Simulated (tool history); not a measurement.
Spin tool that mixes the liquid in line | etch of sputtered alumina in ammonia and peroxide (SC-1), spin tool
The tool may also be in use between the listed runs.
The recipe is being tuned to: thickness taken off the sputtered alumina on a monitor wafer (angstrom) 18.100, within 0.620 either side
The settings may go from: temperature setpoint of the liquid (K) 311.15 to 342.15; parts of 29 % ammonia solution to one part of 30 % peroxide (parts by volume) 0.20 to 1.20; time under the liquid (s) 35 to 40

run	hour	temperature setpoint of the liquid (K)	parts of 29 % ammonia solution to one part of 30 % peroxide (parts by volume)	time under the liquid (s)	thickness taken off the sputtered alumina on a monitor wafer (angstrom)
1	0.0	326.15	0.80	40	35.303
2	0.8	323.15	0.80	40	30.423
3	7.0	323.15	0.80	35	26.203
4	10.3	323.15	0.80	40	30.707
5	19.3	323.15	0.80	40	30.288
6	21.6	320.15	0.80	40	25.192
7	24.5	318.15	0.80	40	22.419
8	26.9	317.15	0.80	40	21.559
9	31.5	316.15	0.80	40	20.393
10	36.1	315.65	0.80	40	19.786
11	43.5	315.15	0.80	40	19.082

Of the 4 settings listed for the next run, only one would bring every result within its allowed miss of target. Which one?
A	50.9	312.65	0.95	40	?
B	50.9	315.15	0.90	35	?
C	50.9	312.65	0.90	40	?
D	50.9	316.15	1.05	35	?

move	thickness taken off the sputtered alumina on a monitor wafer (angstrom)
A	16.708
B	16.842
C	16.622
D	18.112
A: takes the biggest miss from the last run beyond its target
B: takes the biggest miss from the last run beyond its target
C: takes the biggest miss from the last run beyond its target
D: every result within its allowed miss
Move D is the one to make.
